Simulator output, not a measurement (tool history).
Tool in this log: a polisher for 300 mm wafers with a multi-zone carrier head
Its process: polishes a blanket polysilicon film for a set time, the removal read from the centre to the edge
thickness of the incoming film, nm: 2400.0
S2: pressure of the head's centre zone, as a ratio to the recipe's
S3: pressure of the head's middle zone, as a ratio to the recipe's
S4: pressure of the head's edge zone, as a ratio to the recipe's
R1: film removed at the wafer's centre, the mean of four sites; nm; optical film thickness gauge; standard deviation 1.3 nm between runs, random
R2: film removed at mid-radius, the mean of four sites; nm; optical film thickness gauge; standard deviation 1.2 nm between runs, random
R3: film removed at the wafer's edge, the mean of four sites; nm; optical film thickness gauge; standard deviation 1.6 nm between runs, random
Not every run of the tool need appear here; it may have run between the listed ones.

run 1 hour=0 | flow_of_slurry_(ml/min)=145 S2=1 S3=1 S4=1 polishing_time_(s)=42 | R1=193.54 R2=194.64 R3=190.43
run 2 hour=3.6 | flow_of_slurry_(ml/min)=135 S2=0.98 S3=1 S4=0.97 polishing_time_(s)=41 | R1=182.02 R2=186.66 R3=179.68
run 3 hour=12.5 | flow_of_slurry_(ml/min)=125 S2=0.96 S3=1 S4=0.95 polishing_time_(s)=41 | R1=173.83 R2=182.84 R3=177.27
run 4 hour=15.4 | flow_of_slurry_(ml/min)=125 S2=0.96 S3=1 S4=0.87 polishing_time_(s)=41 | R1=175.77 R2=186.17 R3=164.6
run 5 hour=19.5 | flow_of_slurry_(ml/min)=120 S2=0.94 S3=1 S4=0.87 polishing_time_(s)=41 | R1=169.35 R2=180.72 R3=167.41
run 6 hour=21.6 | flow_of_slurry_(ml/min)=120 S2=0.94 S3=1 S4=0.83 polishing_time_(s)=41 | R1=170.33 R2=182.33 R3=164.79

What will run 7 give?
run 7 hour=26.7 | flow_of_slurry_(ml/min)=115 S2=0.93 S3=1 S4=0.83 polishing_time_(s)=41 | R1=? R2=? R3=?

Run 7 came out at R1 165.14 nm, R2 178.68 nm, R3 162.45 nm.
